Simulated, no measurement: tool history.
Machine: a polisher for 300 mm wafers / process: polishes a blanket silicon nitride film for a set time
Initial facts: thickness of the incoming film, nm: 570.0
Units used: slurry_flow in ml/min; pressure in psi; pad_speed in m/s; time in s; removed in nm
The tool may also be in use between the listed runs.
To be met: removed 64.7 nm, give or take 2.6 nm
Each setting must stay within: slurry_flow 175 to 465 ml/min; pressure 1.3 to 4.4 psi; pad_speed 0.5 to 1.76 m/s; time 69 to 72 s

run,hour,slurry_flow,pressure,pad_speed,time,removed
1,0,295,2.8,1.12,69,97.727
2,5.3,295,2.6,1.12,69,90.855
3,11.6,295,2.6,1.12,69,90.999
4,15.5,295,2.6,1.28,69,97.711
5,17.3,295,2.4,1.28,69,91.842
6,25.7,295,2.2,1.28,69,82.34
7,33.6,295,2.1,1.28,69,81.22
8,37.7,295,2,1.28,69,75.268
9,46,295,1.9,1.28,69,72.509
10,48,295,1.8,1.28,69,68.633

Consider the 4 candidate settings below. Which is the only one whose results all fall within their allowed miss of target?
A,50,225,2,1.28,69,?
B,50,335,1.8,1.16,69,?
C,50,300,2,1.18,69,?
D,50,290,1.6,1.58,70,?

move,removed
A,75.442
B,66.642
C,73.809
D,71.909
A: further off than the last run
B: all results land within tolerance of their targets
C: further off than the last run
D: further off than the last run
B is the move that brings every result within its allowed miss.
